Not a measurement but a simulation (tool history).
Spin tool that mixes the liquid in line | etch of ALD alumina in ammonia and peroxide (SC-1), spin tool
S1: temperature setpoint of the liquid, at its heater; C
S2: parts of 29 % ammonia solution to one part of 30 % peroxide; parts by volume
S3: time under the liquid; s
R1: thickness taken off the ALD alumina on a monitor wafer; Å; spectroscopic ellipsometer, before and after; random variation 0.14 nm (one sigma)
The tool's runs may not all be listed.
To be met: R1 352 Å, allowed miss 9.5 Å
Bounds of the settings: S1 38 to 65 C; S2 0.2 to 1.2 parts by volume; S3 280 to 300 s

| run | day | S1 | S2 | S3 | R1 |
|---|---|---|---|---|---|
| 1 | 0 | 49 | 0.75 | 280 | 169.86 |
| 2 | 0.162 | 44.5 | 0.75 | 280 | 131.55 |
| 3 | 0.429 | 47.5 | 0.75 | 280 | 156.32 |
| 4 | 0.542 | 50 | 0.75 | 280 | 178.66 |
| 5 | 0.683 | 50 | 0.55 | 280 | 172.64 |
| 6 | 0.858 | 52 | 0.55 | 280 | 194.43 |
| 7 | 0.992 | 54 | 0.55 | 280 | 216.41 |
| 8 | 1.058 | 55.5 | 0.55 | 280 | 234.05 |
| 9 | 1.379 | 56.5 | 0.55 | 280 | 247.97 |
| 10 | 1.667 | 57.5 | 0.55 | 280 | 259.4 |
| 11 | 1.792 | 58.5 | 0.55 | 280 | 272.94 |
| 12 | 1.954 | 59.5 | 0.55 | 280 | 288.98 |
| 13 | 2.012 | 60 | 0.55 | 280 | 296.53 |
| 14 | 2.242 | 60.5 | 0.55 | 280 | 302.65 |
| 15 | 2.333 | 61 | 0.55 | 280 | 312.85 |
| 16 | 2.654 | 61.5 | 0.55 | 280 | 319.89 |
| 17 | 2.896 | 62 | 0.55 | 280 | 326.77 |

4 next moves are on the table. One of them brings every result within its allowed miss. Which?
| A | 3.138 | 59 | 0.55 | 280 | ? |
| B | 3.138 | 62 | 0.45 | 285 | ? |
| C | 3.138 | 63 | 0.55 | 285 | ? |
| D | 3.138 | 64 | 1 | 280 | ? |

| move | R1 |
|---|---|
| A | 282.23 |
| B | 328.65 |
| C | 352.3 |
| D | 385.1 |
A: further off than the last run
B: nearer than the last run, and not there yet
C: meets every target
D: takes the result that was furthest off past its target
Answer: C

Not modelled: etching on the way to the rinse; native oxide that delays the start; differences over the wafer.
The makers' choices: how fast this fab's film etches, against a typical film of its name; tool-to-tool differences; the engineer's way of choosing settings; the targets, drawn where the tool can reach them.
